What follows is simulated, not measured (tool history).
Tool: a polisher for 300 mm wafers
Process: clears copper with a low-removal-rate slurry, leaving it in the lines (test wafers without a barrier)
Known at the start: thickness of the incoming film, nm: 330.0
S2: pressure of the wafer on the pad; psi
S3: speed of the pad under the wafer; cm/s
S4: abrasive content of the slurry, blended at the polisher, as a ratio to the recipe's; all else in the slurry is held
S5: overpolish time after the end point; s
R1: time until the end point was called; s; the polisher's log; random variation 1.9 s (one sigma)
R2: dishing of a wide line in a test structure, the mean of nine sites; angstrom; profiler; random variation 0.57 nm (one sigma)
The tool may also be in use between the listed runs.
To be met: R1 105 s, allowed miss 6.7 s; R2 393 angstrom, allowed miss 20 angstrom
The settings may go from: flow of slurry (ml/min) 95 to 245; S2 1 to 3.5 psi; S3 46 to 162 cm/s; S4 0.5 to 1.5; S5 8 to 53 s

Run 1, hour 0: flow of slurry (ml/min) 155, S2 2.2 psi, S3 104 cm/s, S4 1, S5 27 s. Result: R1 143.55 s, R2 431.66 angstrom.
Run 2, hour 4.4: flow of slurry (ml/min) 155, S2 2.3 psi, S3 104 cm/s, S4 1, S5 25 s. Result: R1 136.98 s, R2 420.28 angstrom.
Run 3, hour 12.5: flow of slurry (ml/min) 155, S2 2.6 psi, S3 104 cm/s, S4 1, S5 25 s. Result: R1 123.96 s, R2 474 angstrom.
Run 4, hour 20.9: flow of slurry (ml/min) 155, S2 2.2 psi, S3 104 cm/s, S4 1, S5 25 s. Result: R1 145.69 s, R2 413.35 angstrom.
Run 5, hour 28.5: flow of slurry (ml/min) 155, S2 1.9 psi, S3 104 cm/s, S4 1, S5 25 s. Result: R1 169.12 s, R2 352.57 angstrom.
Run 6, hour 33.8: flow of slurry (ml/min) 125, S2 1.9 psi, S3 104 cm/s, S4 1, S5 25 s. Result: R1 171.96 s, R2 349.46 angstrom.
Run 7, hour 40.2: flow of slurry (ml/min) 125, S2 2 psi, S3 104 cm/s, S4 1, S5 23 s. Result: R1 166.46 s, R2 338.05 angstrom.
Run 8, hour 45.5: flow of slurry (ml/min) 130, S2 2.1 psi, S3 104 cm/s, S4 1, S5 22 s. Result: R1 155.79 s, R2 340.56 angstrom.
Run 9, hour 48.6: flow of slurry (ml/min) 165, S2 2.7 psi, S3 106 cm/s, S4 1, S5 16 s. Result: R1 119.71 s, R2 336.18 angstrom.

Which of these 5 next moves meets every target?
Run A, hour 51.7: flow of slurry (ml/min) 135, S2 2.6 psi, S3 108 cm/s, S4 1, S5 20 s. Result: R1 ?, R2 ?.
Run B, hour 51.7: flow of slurry (ml/min) 160, S2 2.7 psi, S3 102 cm/s, S4 1.1, S5 17 s. Result: R1 ?, R2 ?.
Run C, hour 51.7: flow of slurry (ml/min) 155, S2 3.1 psi, S3 106 cm/s, S4 0.95, S5 17 s. Result: R1 ?, R2 ?.
Run D, hour 51.7: flow of slurry (ml/min) 195, S2 2.7 psi, S3 114 cm/s, S4 1.15, S5 15 s. Result: R1 ?, R2 ?.
Run E, hour 51.7: flow of slurry (ml/min) 160, S2 2.5 psi, S3 104 cm/s, S4 1, S5 19 s. Result: R1 ?, R2 ?.

move      R1      R2
   A  124.36  398.07
   B  122.41  350.76
   C  106.11  400.21
   D  106.88  354.04
   E  131.72  361.37
A: brings the result that was furthest off to its target, and leaves another outside
B: nearer than the last run, and not there yet
C: meets every target
D: nearer than the last run, and not there yet
E: further off than the last run
Answer: C

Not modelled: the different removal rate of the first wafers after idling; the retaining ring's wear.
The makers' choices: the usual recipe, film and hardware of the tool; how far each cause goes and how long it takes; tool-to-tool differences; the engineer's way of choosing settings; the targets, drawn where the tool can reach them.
